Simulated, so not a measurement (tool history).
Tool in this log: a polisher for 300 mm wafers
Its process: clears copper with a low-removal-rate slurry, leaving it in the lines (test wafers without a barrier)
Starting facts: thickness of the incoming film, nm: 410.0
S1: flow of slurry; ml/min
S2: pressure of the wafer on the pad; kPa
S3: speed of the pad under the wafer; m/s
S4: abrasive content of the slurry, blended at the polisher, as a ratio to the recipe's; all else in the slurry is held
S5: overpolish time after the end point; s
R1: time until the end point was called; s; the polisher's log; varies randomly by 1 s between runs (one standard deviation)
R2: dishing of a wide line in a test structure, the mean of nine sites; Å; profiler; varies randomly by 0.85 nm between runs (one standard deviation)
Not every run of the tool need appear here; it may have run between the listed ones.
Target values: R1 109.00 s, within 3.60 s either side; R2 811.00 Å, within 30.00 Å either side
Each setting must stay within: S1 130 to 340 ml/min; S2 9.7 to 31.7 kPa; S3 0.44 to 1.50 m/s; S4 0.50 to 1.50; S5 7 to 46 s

run 1 hour=0.0 | S1=220 S2=20.7 S3=0.96 S4=1.00 S5=24 | R1=133.18 R2=487.44
run 2 hour=2.0 | S1=185 S2=20.7 S3=0.96 S4=1.00 S5=24 | R1=131.90 R2=475.60
run 3 hour=6.8 | S1=190 S2=22.1 S3=0.96 S4=1.00 S5=27 | R1=125.33 R2=544.28
run 4 hour=12.8 | S1=195 S2=22.8 S3=0.96 S4=1.00 S5=29 | R1=123.41 R2=593.10
run 5 hour=17.5 | S1=235 S2=22.8 S3=0.96 S4=1.00 S5=29 | R1=118.10 R2=591.64
run 6 hour=18.8 | S1=210 S2=22.8 S3=0.96 S4=1.00 S5=29 | R1=122.87 R2=579.76
run 7 hour=23.6 | S1=210 S2=23.4 S3=0.96 S4=1.00 S5=31 | R1=118.52 R2=627.71
-- hour=24.8 slurry blender recalibrated
run 8 hour=24.8 | S1=210 S2=24.1 S3=0.96 S4=1.00 S5=33 | R1=108.58 R2=714.47
run 9 hour=31.0 | S1=210 S2=24.1 S3=0.96 S4=1.00 S5=33 | R1=109.38 R2=712.45
run 10 hour=38.4 | S1=210 S2=24.1 S3=0.96 S4=1.00 S5=37 | R1=108.72 R2=762.90

Next run, 5 choices. One meets every target within its allowed miss, the rest don't. Which?
run A hour=45.8 | S1=210 S2=26.2 S3=0.94 S4=0.80 S5=39 | R1=? R2=?
run B hour=45.8 | S1=185 S2=26.2 S3=0.90 S4=0.90 S5=34 | R1=? R2=?
run C hour=45.8 | S1=155 S2=26.2 S3=0.88 S4=1.25 S5=34 | R1=? R2=?
run D hour=45.8 | S1=215 S2=22.1 S3=1.10 S4=1.05 S5=32 | R1=? R2=?
run E hour=45.8 | S1=170 S2=24.1 S3=1.02 S4=1.10 S5=34 | R1=? R2=?

move=A R1=109.92 R2=805.89
move=B R1=113.25 R2=718.58
move=C R1=109.82 R2=734.32
move=D R1=101.50 R2=733.45
move=E R1=103.82 R2=758.40
A: every result within its allowed miss
B: misses by more than the last run did
C: misses by more than the last run did
D: misses by more than the last run did
E: misses by more than the last run did
The right move is A.
